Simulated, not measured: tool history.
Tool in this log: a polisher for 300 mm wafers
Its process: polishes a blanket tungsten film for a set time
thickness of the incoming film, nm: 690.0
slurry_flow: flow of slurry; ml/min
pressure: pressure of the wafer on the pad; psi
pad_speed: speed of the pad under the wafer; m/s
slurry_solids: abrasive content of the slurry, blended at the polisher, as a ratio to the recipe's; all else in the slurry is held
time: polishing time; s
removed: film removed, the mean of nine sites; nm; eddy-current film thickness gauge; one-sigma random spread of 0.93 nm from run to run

| run | hour | slurry_flow | pressure | pad_speed | slurry_solids | time | removed |
|---|---|---|---|---|---|---|---|
| 1 | 0.0 | 165 | 2.6 | 1.06 | 1.0 | 45 | 131.67 |
| 2 | 5.8 | 175 | 2.6 | 1.06 | 1.0 | 45 | 132.90 |
| 3 | 11.4 | 175 | 2.6 | 1.06 | 1.0 | 45 | 132.48 |
| 4 | 17.3 | 140 | 2.6 | 1.06 | 1.0 | 45 | 127.07 |
| 5 | 23.5 | 140 | 3.1 | 1.06 | 1.0 | 45 | 150.72 |
| 6 | 31.8 | 130 | 3.1 | 1.06 | 1.0 | 45 | 151.11 |
| 7 | 40.8 | 125 | 3.1 | 1.06 | 1.0 | 45 | 149.97 |

Predict the results of run 8:
| 8 | 43.6 | 120 | 3.1 | 1.06 | 1.0 | 45 | ? |

{"run 8": {"removed": 147.22}}
